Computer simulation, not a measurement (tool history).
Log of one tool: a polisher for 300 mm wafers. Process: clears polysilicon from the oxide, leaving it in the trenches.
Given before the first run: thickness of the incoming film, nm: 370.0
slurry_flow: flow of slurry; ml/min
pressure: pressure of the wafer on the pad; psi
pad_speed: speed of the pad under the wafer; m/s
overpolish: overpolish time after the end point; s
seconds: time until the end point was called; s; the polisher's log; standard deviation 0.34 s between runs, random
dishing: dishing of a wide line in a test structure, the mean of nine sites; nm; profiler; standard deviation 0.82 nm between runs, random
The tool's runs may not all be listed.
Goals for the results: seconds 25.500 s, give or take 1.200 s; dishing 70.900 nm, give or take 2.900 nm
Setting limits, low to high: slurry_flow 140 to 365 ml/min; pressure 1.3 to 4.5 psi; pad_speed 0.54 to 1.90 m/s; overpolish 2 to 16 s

run,day,slurry_flow,pressure,pad_speed,overpolish,seconds,dishing
1,0.000,235,2.9,1.22,8,18.477,68.014
2,0.092,235,2.4,1.22,8,21.499,63.404
3,0.279,235,2.4,1.22,10,21.168,69.031
4,0.504,235,2.4,1.44,10,18.726,70.932
5,0.567,235,2.4,1.44,12,18.881,73.723
6,0.762,235,2.4,1.44,10,18.810,71.020
7,1.058,235,2.2,1.44,11,19.807,71.632
8,1.208,235,2.0,1.44,11,21.846,70.056
9,1.342,235,1.9,1.44,11,22.805,68.439
10,1.475,235,1.8,1.44,11,23.605,68.897

5 next moves are on the table. One of them brings every result within its allowed miss. Which?
A,1.608,320,1.5,1.70,13,?,?
B,1.608,245,2.0,1.36,10,?,?
C,1.608,285,1.5,1.46,13,?,?
D,1.608,235,1.9,1.72,8,?,?
E,1.608,250,1.3,1.76,10,?,?

move,seconds,dishing
A,22.972,70.517
B,22.694,66.452
C,26.043,68.657
D,19.909,64.604
E,25.293,64.261
A: moves away from the targets compared with the last run
B: moves away from the targets compared with the last run
C: hits every target within its allowed miss
D: moves away from the targets compared with the last run
E: corrects the largest miss of the last run, while another result sits out of spec
The right move is C.

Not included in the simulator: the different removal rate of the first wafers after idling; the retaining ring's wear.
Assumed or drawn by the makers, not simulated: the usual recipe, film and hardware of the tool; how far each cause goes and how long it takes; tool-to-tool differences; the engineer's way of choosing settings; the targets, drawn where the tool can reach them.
